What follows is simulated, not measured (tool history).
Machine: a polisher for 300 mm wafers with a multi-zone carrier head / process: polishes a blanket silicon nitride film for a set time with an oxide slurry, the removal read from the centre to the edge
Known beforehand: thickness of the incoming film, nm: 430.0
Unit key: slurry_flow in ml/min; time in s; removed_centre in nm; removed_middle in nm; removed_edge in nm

run,day,slurry_flow,centre_zone,middle_zone,edge_zone,slurry_solids,time,removed_centre,removed_middle,removed_edge
1,0,120,1,1,1,1,89,75.392,75.057,78.693
2,0.375,120,1,1.06,1,1,89,75.406,76.976,78.526
3,0.7,120,1,1.06,1,1.2,89,81.515,84.774,86.113
4,0.921,120,1,1.06,1,1.2,80,71.977,76.305,75.932
5,1.071,120,1,1.06,1,1.2,96,88.31,95.041,92.608
6,1.35,120,1,1.06,1,1.2,104,96.444,99.818,99.061
# day 1.417: edge zone pressure recalibrated
7,1.417,120,1,1.06,1,1.2,104,93.562,99.264,97.115
8,1.529,120,1.03,1.02,1.01,1.2,104,97.903,98.165,96.922

Run 9 has not been measured yet. What should we expect?
9,1.758,120,1.05,0.97,1.04,1.2,105,?,?,?

Run 9 produced removed_centre 102.39 nm, removed_middle 92.907 nm, removed_edge 99.207 nm.
